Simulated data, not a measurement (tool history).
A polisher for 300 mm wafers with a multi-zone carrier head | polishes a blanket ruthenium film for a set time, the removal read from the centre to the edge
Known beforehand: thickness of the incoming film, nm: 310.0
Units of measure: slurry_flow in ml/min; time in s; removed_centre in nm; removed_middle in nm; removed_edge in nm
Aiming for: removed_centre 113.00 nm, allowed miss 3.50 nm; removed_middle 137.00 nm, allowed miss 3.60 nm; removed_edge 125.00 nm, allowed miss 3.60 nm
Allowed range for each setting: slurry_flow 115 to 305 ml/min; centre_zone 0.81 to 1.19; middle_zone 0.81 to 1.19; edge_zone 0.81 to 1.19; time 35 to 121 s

Run 1, hour 0.0: slurry_flow 195 ml/min, centre_zone 1.00, middle_zone 1.00, edge_zone 1.00, time 78 s. Result: removed_centre 112.03 nm, removed_middle 112.84 nm, removed_edge 106.11 nm.
Run 2, hour 1.9: slurry_flow 215 ml/min, centre_zone 1.00, middle_zone 1.00, edge_zone 1.00, time 78 s. Result: removed_centre 115.50 nm, removed_middle 114.40 nm, removed_edge 109.62 nm.
Run 3, hour 7.1: slurry_flow 215 ml/min, centre_zone 1.00, middle_zone 1.00, edge_zone 0.94, time 78 s. Result: removed_centre 112.63 nm, removed_middle 114.24 nm, removed_edge 105.97 nm.
Run 4, hour 12.9: slurry_flow 215 ml/min, centre_zone 1.00, middle_zone 1.05, edge_zone 0.94, time 78 s. Result: removed_centre 114.10 nm, removed_middle 118.20 nm, removed_edge 106.56 nm.
Run 5, hour 18.4: slurry_flow 230 ml/min, centre_zone 0.97, middle_zone 1.07, edge_zone 0.98, time 78 s. Result: removed_centre 114.05 nm, removed_middle 120.97 nm, removed_edge 109.85 nm.
Run 6, hour 27.3: slurry_flow 230 ml/min, centre_zone 0.97, middle_zone 1.07, edge_zone 0.90, time 78 s. Result: removed_centre 113.87 nm, removed_middle 119.80 nm, removed_edge 104.50 nm.
Run 7, hour 30.9: slurry_flow 240 ml/min, centre_zone 0.94, middle_zone 1.10, edge_zone 0.96, time 78 s. Result: removed_centre 111.22 nm, removed_middle 123.58 nm, removed_edge 108.03 nm.
Run 8, hour 32.0: slurry_flow 250 ml/min, centre_zone 0.93, middle_zone 1.12, edge_zone 1.01, time 79 s. Result: removed_centre 110.20 nm, removed_middle 127.30 nm, removed_edge 112.52 nm.
Run 9, hour 38.9: slurry_flow 260 ml/min, centre_zone 0.93, middle_zone 1.13, edge_zone 1.04, time 80 s. Result: removed_centre 113.44 nm, removed_middle 130.55 nm, removed_edge 115.50 nm.
Run 10, hour 45.7: slurry_flow 265 ml/min, centre_zone 0.92, middle_zone 1.14, edge_zone 1.07, time 81 s. Result: removed_centre 115.33 nm, removed_middle 133.42 nm, removed_edge 119.15 nm.

Which one of the following 5 next-run settings gets every result inside its allowed miss? There is exactly one.
Run A, hour 52.5: slurry_flow 285 ml/min, centre_zone 0.83, middle_zone 1.19, edge_zone 1.09, time 80 s. Result: removed_centre ?, removed_middle ?, removed_edge ?.
Run B, hour 52.5: slurry_flow 270 ml/min, centre_zone 0.87, middle_zone 1.16, edge_zone 1.14, time 82 s. Result: removed_centre ?, removed_middle ?, removed_edge ?.
Run C, hour 52.5: slurry_flow 290 ml/min, centre_zone 0.85, middle_zone 1.06, edge_zone 1.14, time 82 s. Result: removed_centre ?, removed_middle ?, removed_edge ?.
Run D, hour 52.5: slurry_flow 305 ml/min, centre_zone 0.91, middle_zone 1.19, edge_zone 1.06, time 79 s. Result: removed_centre ?, removed_middle ?, removed_edge ?.
Run E, hour 52.5: slurry_flow 260 ml/min, centre_zone 0.88, middle_zone 1.10, edge_zone 1.04, time 87 s. Result: removed_centre ?, removed_middle ?, removed_edge ?.

move  removed_centre  removed_middle  removed_edge
   A          107.80          135.96        119.65
   B          113.08          136.10        124.84
   C          112.32          129.06        125.71
   D          113.76          135.17        117.20
   E          120.24          138.69        126.36
A: moves toward the targets from the last run without getting all of them in spec
B: all results in spec
C: gets the furthest-off result to its target, but another result is out of tolerance
D: misses by more than the last run did
E: gets the furthest-off result to its target, but another result is out of tolerance
B meets every target.
